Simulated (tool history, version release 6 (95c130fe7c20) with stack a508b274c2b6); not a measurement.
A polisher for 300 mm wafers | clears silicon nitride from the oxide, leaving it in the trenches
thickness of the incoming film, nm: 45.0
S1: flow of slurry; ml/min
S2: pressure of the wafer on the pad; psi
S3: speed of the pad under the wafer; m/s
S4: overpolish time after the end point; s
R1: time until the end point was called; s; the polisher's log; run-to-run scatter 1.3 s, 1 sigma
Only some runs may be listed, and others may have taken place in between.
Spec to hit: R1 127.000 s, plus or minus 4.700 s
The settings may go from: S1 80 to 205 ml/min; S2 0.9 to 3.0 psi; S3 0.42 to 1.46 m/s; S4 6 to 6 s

run 1 day=0.000 | S1=135 S2=1.9 S3=0.94 S4=6 | R1=82.298
run 2 day=0.092 | S1=130 S2=1.7 S3=0.94 S4=6 | R1=91.402
run 3 day=0.221 | S1=130 S2=1.7 S3=0.94 S4=6 | R1=91.680
run 4 day=0.562 | S1=125 S2=1.5 S3=0.94 S4=6 | R1=100.480
run 5 day=0.633 | S1=125 S2=1.5 S3=1.02 S4=6 | R1=93.992
run 6 day=0.725 | S1=125 S2=1.3 S3=1.02 S4=6 | R1=107.500
run 7 day=0.900 | S1=125 S2=1.3 S3=1.02 S4=6 | R1=110.860
run 8 day=1.096 | S1=125 S2=1.2 S3=1.02 S4=6 | R1=114.900

Consider the 5 candidate settings below. Which is the only one whose results all fall within their allowed miss of target?
run A day=1.292 | S1=130 S2=1.6 S3=0.94 S4=6 | R1=?
run B day=1.292 | S1=130 S2=1.2 S3=1.12 S4=6 | R1=?
run C day=1.292 | S1=90 S2=1.4 S3=1.12 S4=6 | R1=?
run D day=1.292 | S1=135 S2=1.2 S3=0.92 S4=6 | R1=?
run E day=1.292 | S1=120 S2=1.0 S3=1.06 S4=6 | R1=?

move=A R1=97.199
move=B R1=108.020
move=C R1=98.793
move=D R1=130.070
move=E R1=137.140
A: misses by more than the last run did
B: misses by more than the last run did
C: misses by more than the last run did
D: every result within its allowed miss
E: the result that was furthest off in the last run now lies on the other side of its target
Answer: D
